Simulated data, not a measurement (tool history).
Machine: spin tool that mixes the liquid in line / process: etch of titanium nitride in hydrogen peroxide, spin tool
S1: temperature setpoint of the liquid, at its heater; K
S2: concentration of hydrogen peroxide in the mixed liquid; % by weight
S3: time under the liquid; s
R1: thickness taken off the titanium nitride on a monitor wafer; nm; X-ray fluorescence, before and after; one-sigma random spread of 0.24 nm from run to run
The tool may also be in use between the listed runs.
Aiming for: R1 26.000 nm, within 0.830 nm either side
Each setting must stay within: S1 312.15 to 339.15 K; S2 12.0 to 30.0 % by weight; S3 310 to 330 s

run 1 hour=0.0 | S1=328.15 S2=22.0 S3=310 | R1=12.868
run 2 hour=2.5 | S1=330.15 S2=22.0 S3=310 | R1=14.990
run 3 hour=9.6 | S1=330.15 S2=22.0 S3=330 | R1=16.086
run 4 hour=10.5 | S1=330.15 S2=18.5 S3=330 | R1=15.207
run 5 hour=13.2 | S1=333.15 S2=18.5 S3=330 | R1=18.654
run 6 hour=18.5 | S1=327.65 S2=18.5 S3=330 | R1=12.957
run 7 hour=20.7 | S1=330.15 S2=18.5 S3=330 | R1=15.188
run 8 hour=29.2 | S1=332.15 S2=18.5 S3=330 | R1=17.663
run 9 hour=35.9 | S1=338.65 S2=19.0 S3=330 | R1=27.316

Below are 4 possible settings for the next run. Only one of them brings all results inside the allowed miss of their targets. Which is it?
run A hour=42.6 | S1=339.15 S2=18.5 S3=330 | R1=?
run B hour=42.6 | S1=339.15 S2=19.5 S3=330 | R1=?
run C hour=42.6 | S1=339.15 S2=21.0 S3=325 | R1=?
run D hour=42.6 | S1=339.15 S2=12.5 S3=330 | R1=?

move=A R1=28.011
move=B R1=28.327
move=C R1=28.345
move=D R1=25.789
A: misses by more than the last run did
B: misses by more than the last run did
C: misses by more than the last run did
D: every result within its allowed miss
So the answer is move D, the one that meets all the targets.

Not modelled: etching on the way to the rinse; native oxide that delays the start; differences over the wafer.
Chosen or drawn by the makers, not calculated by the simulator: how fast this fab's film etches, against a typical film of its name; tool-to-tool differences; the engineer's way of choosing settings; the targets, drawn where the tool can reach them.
